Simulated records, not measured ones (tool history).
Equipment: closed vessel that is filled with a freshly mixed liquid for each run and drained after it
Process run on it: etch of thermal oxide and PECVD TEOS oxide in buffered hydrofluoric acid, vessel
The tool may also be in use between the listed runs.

run  hour  temperature setpoint of the liquid (°C)  parts of 40 % ammonium fluoride to one part of 49 % hydrofluoric acid (parts by volume)  time in the liquid (s)  thickness taken off the thermal oxide on a monitor wafer (nm)  thickness taken off the PECVD TEOS oxide on a monitor wafer (nm)
  1     0                                       25                                                                                        9                      60                                                         80.705                                                            87.674
  2   6.7                                       25                                                                                     11.5                      60                                                         65.432                                                            71.322
  3  11.4                                       25                                                                                       13                      60                                                         57.939                                                            62.767
  4  13.2                                       25                                                                                       13                      80                                                         77.659                                                            84.069
  5  20.1                                       25                                                                                       13                     105                                                         100.81                                                            110.99
  6  28.2                                       26                                                                                       13                     105                                                         106.83                                                            116.04
  7  32.2                                       27                                                                                       13                     105                                                         112.42                                                            123.83
  8  38.2                                     27.5                                                                                       13                     105                                                         115.76                                                            127.63
  9  45.8                                       28                                                                                       13                     105                                                         118.99                                                            132.23

For run 10, what comes out?
 10  52.9                                     28.5                                                                                       13                     105                                                              ?                                                                 ?

{"run 10": {"thickness taken off the thermal oxide on a monitor wafer (nm)": 123.49, "thickness taken off the PECVD TEOS oxide on a monitor wafer (nm)": 134.8}}
